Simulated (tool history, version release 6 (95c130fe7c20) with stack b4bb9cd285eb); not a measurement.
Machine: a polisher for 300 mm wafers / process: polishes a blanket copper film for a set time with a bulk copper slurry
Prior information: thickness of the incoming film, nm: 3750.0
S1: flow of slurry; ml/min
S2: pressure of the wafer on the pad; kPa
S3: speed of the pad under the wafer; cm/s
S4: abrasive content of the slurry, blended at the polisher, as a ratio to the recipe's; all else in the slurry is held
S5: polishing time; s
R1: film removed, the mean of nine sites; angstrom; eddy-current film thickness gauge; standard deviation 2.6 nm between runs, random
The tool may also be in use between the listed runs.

Run 1, hour 0: S1 200 ml/min, S2 17.9 kPa, S3 128 cm/s, S4 1, S5 32 s. Result: R1 3029.8 angstrom.
Run 2, hour 2.5: S1 200 ml/min, S2 17.9 kPa, S3 140 cm/s, S4 1, S5 32 s. Result: R1 3295.3 angstrom.
Run 3, hour 9.8: S1 200 ml/min, S2 15.9 kPa, S3 138 cm/s, S4 1, S5 32 s. Result: R1 2877.4 angstrom.
Run 4, hour 12.1: S1 240 ml/min, S2 15.9 kPa, S3 138 cm/s, S4 1, S5 32 s. Result: R1 2918.7 angstrom.
Run 5, hour 16.5: S1 285 ml/min, S2 15.9 kPa, S3 138 cm/s, S4 1, S5 32 s. Result: R1 2936.5 angstrom.
Run 6, hour 18.7: S1 285 ml/min, S2 13.1 kPa, S3 138 cm/s, S4 1, S5 32 s. Result: R1 2472.1 angstrom.
Run 7, hour 19.2: S1 285 ml/min, S2 12.4 kPa, S3 136 cm/s, S4 1, S5 32 s. Result: R1 2288.5 angstrom.

For run 8, what comes out?
Run 8, hour 27: S1 285 ml/min, S2 8.3 kPa, S3 134 cm/s, S4 1, S5 32 s. Result: R1 ?.

Run 8 measured R1 1517.1 angstrom.
